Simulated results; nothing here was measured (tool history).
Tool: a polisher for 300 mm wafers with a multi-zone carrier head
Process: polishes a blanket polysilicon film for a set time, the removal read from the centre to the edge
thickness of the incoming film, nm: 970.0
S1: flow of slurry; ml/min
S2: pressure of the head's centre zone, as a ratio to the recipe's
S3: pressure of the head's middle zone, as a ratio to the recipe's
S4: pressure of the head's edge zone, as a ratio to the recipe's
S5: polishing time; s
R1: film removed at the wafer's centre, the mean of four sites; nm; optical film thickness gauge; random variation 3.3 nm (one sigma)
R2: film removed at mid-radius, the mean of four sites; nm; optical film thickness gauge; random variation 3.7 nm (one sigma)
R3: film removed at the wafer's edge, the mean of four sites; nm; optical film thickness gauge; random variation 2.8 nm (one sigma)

run  hour   S1    S2    S3    S4  S5      R1      R2      R3
  1   0.0  310  1.00  1.00  1.00  68  418.45  385.01  386.17
  2   7.7  310  1.00  1.07  1.00  68  408.95  406.22  386.45
  3   8.7  305  0.97  1.05  0.99  67  398.13  391.05  380.92
  4  12.7  305  1.03  1.05  0.99  67  430.94  391.00  376.03
     21.7  -- centre zone pressure recalibrated
  5  21.7  300  1.00  1.04  0.98  66  386.89  384.08  374.90
  6  29.0  295  1.00  1.03  0.97  65  365.62  375.21  365.88

Run 7 comes next. What will it give?
  7  33.7  285  1.00  1.02  0.97  65   ?   ?   ?

{"run 7": {"R1": 383.19, "R2": 375.08, "R3": 364.65}}
